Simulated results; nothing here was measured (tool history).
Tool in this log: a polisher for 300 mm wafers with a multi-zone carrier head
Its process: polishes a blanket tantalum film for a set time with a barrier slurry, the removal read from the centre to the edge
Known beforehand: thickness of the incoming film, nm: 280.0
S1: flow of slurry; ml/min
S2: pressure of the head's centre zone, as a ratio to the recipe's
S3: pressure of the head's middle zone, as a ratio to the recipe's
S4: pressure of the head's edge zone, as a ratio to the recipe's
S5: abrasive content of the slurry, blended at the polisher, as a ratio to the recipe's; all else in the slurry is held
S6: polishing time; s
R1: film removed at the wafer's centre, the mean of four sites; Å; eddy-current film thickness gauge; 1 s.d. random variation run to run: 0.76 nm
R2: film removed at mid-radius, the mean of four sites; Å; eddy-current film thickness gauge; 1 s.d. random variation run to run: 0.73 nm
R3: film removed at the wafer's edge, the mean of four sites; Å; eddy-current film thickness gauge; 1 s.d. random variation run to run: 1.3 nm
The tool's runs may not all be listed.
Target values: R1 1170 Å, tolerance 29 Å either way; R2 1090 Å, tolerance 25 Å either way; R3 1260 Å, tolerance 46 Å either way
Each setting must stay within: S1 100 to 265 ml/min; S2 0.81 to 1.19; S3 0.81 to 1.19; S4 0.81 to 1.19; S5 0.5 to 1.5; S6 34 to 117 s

run,hour,S1,S2,S3,S4,S5,S6,R1,R2,R3
1,0,170,1,1,1,1,75,905.81,964.27,941.81
2,4.1,170,1,1,1,1,89,1072.9,1139.8,1134.2
3,7.3,175,1.01,0.98,1.02,1,89,1077.1,1153.9,1122.7
4,16.3,160,1,0.95,0.99,1.1,90,1107.8,1146,1173
5,18.8,155,1.01,0.93,1.01,1.15,90,1138.7,1143.1,1201.9
6,23.3,150,1.01,0.92,1.02,1.15,90,1136,1103.1,1208.9
7,30.5,150,1.01,0.92,1.03,1.15,90,1126.3,1133.1,1172.9
# hour 33.8: centre zone pressure recalibrated
8,33.8,130,0.99,0.82,1.03,1.4,91,1196.7,1064.5,1255.5

Pick the move, out of 5, that brings all results within their allowed miss; only one does.
A,37.1,120,1.08,0.98,0.9,1.35,88,?,?,?
B,37.1,105,0.99,0.87,1.07,1.5,90,?,?,?
C,37.1,150,1.02,0.86,0.93,1.5,87,?,?,?
D,37.1,135,1.02,0.83,0.98,1.4,91,?,?,?
E,37.1,125,1.15,1.02,1.02,1.4,82,?,?,?

move,R1,R2,R3
A,1255.1,1161.6,1128.9
B,1176.2,1080.4,1245
C,1246.5,1092.7,1188
D,1260.5,1075.5,1232.7
E,1266.6,1136.4,1115.3
A: the result that was furthest off in the last run now lies on the other side of its target
B: each result inside its tolerance
C: gets the furthest-off result to its target, but another result is out of tolerance
D: gets the furthest-off result to its target, but another result is out of tolerance
E: the result that was furthest off in the last run now lies on the other side of its target
So the answer is move B, the one that meets all the targets.

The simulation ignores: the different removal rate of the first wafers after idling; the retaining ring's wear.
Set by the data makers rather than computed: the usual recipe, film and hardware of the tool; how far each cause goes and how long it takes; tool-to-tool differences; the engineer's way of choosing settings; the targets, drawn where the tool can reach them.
